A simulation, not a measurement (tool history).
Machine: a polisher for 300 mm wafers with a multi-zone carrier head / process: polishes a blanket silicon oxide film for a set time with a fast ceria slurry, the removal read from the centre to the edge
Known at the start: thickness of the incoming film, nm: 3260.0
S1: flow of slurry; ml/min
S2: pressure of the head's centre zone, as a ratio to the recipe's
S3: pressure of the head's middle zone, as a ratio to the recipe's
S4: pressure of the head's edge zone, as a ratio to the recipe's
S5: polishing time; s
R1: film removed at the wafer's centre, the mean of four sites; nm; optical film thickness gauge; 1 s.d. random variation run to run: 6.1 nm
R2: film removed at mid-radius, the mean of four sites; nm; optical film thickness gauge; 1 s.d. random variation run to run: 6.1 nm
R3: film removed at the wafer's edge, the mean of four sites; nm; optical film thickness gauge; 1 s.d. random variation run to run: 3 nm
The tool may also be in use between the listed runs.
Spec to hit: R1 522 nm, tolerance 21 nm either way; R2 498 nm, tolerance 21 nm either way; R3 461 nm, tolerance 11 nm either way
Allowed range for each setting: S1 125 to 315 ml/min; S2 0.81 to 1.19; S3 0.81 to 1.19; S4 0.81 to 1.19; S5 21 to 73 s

run,hour,S1,S2,S3,S4,S5,R1,R2,R3
1,0,205,1,1,1,47,465.07,460,462.09
2,6.9,205,1,1,1,37,371.12,361.18,369.09
3,15.1,185,1,1,1,37,363.54,360.75,362.47
4,19.8,185,1,0.92,1,37,369.67,330.91,363.34
5,27.7,200,1.03,0.96,1.02,38,379.94,358.33,383.96
6,31.4,210,1.06,0.98,1,40,421.55,383.07,397.94
7,34.9,220,1.08,1.01,1.01,41,447.76,412.73,412.69
8,38.4,230,1.1,1.03,1.02,41,460.88,419.06,415.99
9,45.1,240,1.11,1.05,1.04,41,459.16,430.14,421.07
10,51.9,245,1.12,1.06,1.05,41,466.55,438.61,422.09
11,56.1,250,1.13,1.07,1.06,41,477.05,437.41,431.07
12,56.6,255,1.14,1.09,1.07,41,487.98,441.22,424.93
13,61,260,1.14,1.1,1.08,42,482.52,458.15,441.67
14,66.7,265,1.15,1.11,1.08,42,502.83,468.37,445.78
15,68.7,265,1.15,1.11,1.08,42,494.28,470.67,446.8
16,73.6,270,1.16,1.12,1.08,42,501.69,477.11,442.24
17,79.2,275,1.16,1.12,1.09,42,507.53,474.66,439.14
18,85.4,275,1.16,1.13,1.1,42,501.2,481.98,442.79
19,90.9,275,1.16,1.13,1.11,42,510.77,478,449.26
20,98.6,275,1.16,1.14,1.11,42,507.73,475.05,448.32

Below are 4 possible settings for the next run. Only one of them brings all results inside the allowed miss of their targets. Which is it?
A,106.3,300,1.19,1.08,1.08,41,?,?,?
B,106.3,310,1.12,1.19,1,42,?,?,?
C,106.3,315,1.15,1.14,1.08,43,?,?,?
D,106.3,310,1.1,1.1,1.19,42,?,?,?

move,R1,R2,R3
A,502.82,446.22,441.33
B,486.7,498.72,437.02
C,512.42,492.64,464.19
D,477.65,465.99,474.46
A: misses by more than the last run did
B: misses by more than the last run did
C: all results land within tolerance of their targets
D: pushes the last run's worst result past its target
Move C is the one to make.

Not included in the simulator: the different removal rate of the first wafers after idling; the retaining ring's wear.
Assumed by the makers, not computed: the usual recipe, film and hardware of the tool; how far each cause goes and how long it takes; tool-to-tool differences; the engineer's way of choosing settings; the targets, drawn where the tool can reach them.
